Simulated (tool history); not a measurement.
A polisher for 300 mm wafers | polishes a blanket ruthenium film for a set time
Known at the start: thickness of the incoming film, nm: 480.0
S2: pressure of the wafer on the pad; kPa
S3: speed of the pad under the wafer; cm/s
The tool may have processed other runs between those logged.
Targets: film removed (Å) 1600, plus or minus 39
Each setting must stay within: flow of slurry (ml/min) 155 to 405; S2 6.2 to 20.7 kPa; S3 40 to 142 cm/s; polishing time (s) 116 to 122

{"run": 1, "day": 0.0, "flow of slurry (ml/min)": 260, "S2": 13.1, "S3": 90, "polishing time (s)": 116, "film removed (Å)": 1081.7}
{"run": 2, "day": 0.117, "flow of slurry (ml/min)": 260, "S2": 11.7, "S3": 90, "polishing time (s)": 116, "film removed (Å)": 966.64}
{"run": 3, "day": 0.15, "flow of slurry (ml/min)": 260, "S2": 8.3, "S3": 90, "polishing time (s)": 116, "film removed (Å)": 698.77}
{"run": 4, "day": 0.204, "flow of slurry (ml/min)": 200, "S2": 8.3, "S3": 90, "polishing time (s)": 116, "film removed (Å)": 690.73}
{"run": 5, "day": 0.396, "flow of slurry (ml/min)": 235, "S2": 8.3, "S3": 90, "polishing time (s)": 116, "film removed (Å)": 688.7}
{"run": 6, "day": 0.442, "flow of slurry (ml/min)": 235, "S2": 11.7, "S3": 90, "polishing time (s)": 116, "film removed (Å)": 968.78}
{"run": 7, "day": 0.725, "flow of slurry (ml/min)": 235, "S2": 13.8, "S3": 90, "polishing time (s)": 116, "film removed (Å)": 1127.5}
{"run": 8, "day": 0.8, "flow of slurry (ml/min)": 255, "S2": 15.2, "S3": 90, "polishing time (s)": 116, "film removed (Å)": 1256.9}
{"run": 9, "day": 1.167, "flow of slurry (ml/min)": 260, "S2": 15.9, "S3": 90, "polishing time (s)": 116, "film removed (Å)": 1297.8}
{"run": 10, "day": 1.446, "flow of slurry (ml/min)": 260, "S2": 16.5, "S3": 90, "polishing time (s)": 116, "film removed (Å)": 1369.9}
{"run": 11, "day": 1.762, "flow of slurry (ml/min)": 285, "S2": 18.6, "S3": 90, "polishing time (s)": 116, "film removed (Å)": 1555.6}

4 next moves are on the table. One of them brings every result within its allowed miss. Which?
{"run": "A", "day": 2.079, "flow of slurry (ml/min)": 290, "S2": 15.9, "S3": 100, "polishing time (s)": 119, "film removed (Å)": "?"}
{"run": "B", "day": 2.079, "flow of slurry (ml/min)": 260, "S2": 17.9, "S3": 98, "polishing time (s)": 116, "film removed (Å)": "?"}
{"run": "C", "day": 2.079, "flow of slurry (ml/min)": 290, "S2": 19.3, "S3": 84, "polishing time (s)": 117, "film removed (Å)": "?"}
{"run": "D", "day": 2.079, "flow of slurry (ml/min)": 340, "S2": 20.7, "S3": 74, "polishing time (s)": 120, "film removed (Å)": "?"}

move=A film_removed_(Å)=1494
move=B film_removed_(Å)=1597.5
move=C film_removed_(Å)=1521.2
move=D film_removed_(Å)=1509.4
A: misses by more than the last run did
B: in spec on every target
C: misses by more than the last run did
D: misses by more than the last run did
B meets every target.
